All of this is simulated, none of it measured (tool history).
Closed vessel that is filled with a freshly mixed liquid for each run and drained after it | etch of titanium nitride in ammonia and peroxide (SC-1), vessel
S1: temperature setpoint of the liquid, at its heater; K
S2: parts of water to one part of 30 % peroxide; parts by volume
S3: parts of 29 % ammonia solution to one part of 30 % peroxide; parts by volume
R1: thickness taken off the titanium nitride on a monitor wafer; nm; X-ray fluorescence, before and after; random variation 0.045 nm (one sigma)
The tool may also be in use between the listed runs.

{"run": 1, "hour": 0.0, "S1": 329.15, "S2": 7.0, "S3": 0.5, "time in the liquid (s)": 105, "R1": 13.36}
{"run": 2, "hour": 7.5, "S1": 329.15, "S2": 9.5, "S3": 0.5, "time in the liquid (s)": 105, "R1": 11.431}
{"run": 3, "hour": 11.1, "S1": 326.15, "S2": 9.5, "S3": 0.5, "time in the liquid (s)": 105, "R1": 9.4621}
{"run": 4, "hour": 14.0, "S1": 325.15, "S2": 9.5, "S3": 0.5, "time in the liquid (s)": 105, "R1": 8.7825}
{"run": 5, "hour": 16.7, "S1": 332.15, "S2": 9.5, "S3": 0.5, "time in the liquid (s)": 105, "R1": 14.096}
{"run": 6, "hour": 18.0, "S1": 330.65, "S2": 9.5, "S3": 0.5, "time in the liquid (s)": 105, "R1": 12.675}
{"hour": 25.0, "done": "thermometer replaced"}
{"run": 7, "hour": 25.0, "S1": 329.15, "S2": 9.5, "S3": 0.5, "time in the liquid (s)": 105, "R1": 9.6543}
{"run": 8, "hour": 26.2, "S1": 328.15, "S2": 9.5, "S3": 0.5, "time in the liquid (s)": 105, "R1": 9.104}
{"run": 9, "hour": 29.8, "S1": 327.65, "S2": 9.5, "S3": 0.5, "time in the liquid (s)": 105, "R1": 8.8304}

The next listed run, before its measurement:
{"run": 10, "hour": 35.5, "S1": 327.15, "S2": 9.5, "S3": 0.5, "time in the liquid (s)": 105, "R1": "?"}

Run 10 gave R1 8.5813 nm.

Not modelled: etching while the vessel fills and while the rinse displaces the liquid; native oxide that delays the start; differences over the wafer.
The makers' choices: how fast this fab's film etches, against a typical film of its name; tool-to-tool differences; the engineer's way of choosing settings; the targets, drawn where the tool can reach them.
